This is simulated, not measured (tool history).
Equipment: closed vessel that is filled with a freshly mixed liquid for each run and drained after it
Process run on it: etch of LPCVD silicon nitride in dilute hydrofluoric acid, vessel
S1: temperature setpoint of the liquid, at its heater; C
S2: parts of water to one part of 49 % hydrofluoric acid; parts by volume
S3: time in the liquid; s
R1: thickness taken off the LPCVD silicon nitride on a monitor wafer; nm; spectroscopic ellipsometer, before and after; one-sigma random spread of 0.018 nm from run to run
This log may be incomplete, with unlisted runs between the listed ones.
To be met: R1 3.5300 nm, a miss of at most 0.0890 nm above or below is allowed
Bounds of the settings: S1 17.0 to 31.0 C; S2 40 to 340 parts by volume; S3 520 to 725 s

run	day	S1	S2	S3	R1
1	0.000	23.0	190	725	1.6247
2	0.088	23.0	190	520	1.1530
3	0.446	24.0	190	520	1.2430
4	0.779	24.0	140	520	1.6738
5	1.121	22.5	140	520	1.5130
6	1.462	22.5	200	520	1.0638
7	1.546	25.0	175	520	1.4310
8	1.662	26.5	140	520	1.9738
9	1.938	27.5	125	520	2.3410
10	2.342	31.0	90	525	4.1368
11	2.650	30.5	90	525	3.9586

4 next moves are on the table. One of them brings every result within its allowed miss. Which?
A	2.958	28.0	95	535	?
B	2.958	29.5	100	520	?
C	2.958	28.5	95	520	?
D	2.958	30.5	100	520	?

move	R1
A	3.2401
B	3.2904
C	3.2514
D	3.5035
A: takes the biggest miss from the last run beyond its target
B: takes the biggest miss from the last run beyond its target
C: takes the biggest miss from the last run beyond its target
D: hits every target within its allowed miss
Correct choice: D, which meets every target

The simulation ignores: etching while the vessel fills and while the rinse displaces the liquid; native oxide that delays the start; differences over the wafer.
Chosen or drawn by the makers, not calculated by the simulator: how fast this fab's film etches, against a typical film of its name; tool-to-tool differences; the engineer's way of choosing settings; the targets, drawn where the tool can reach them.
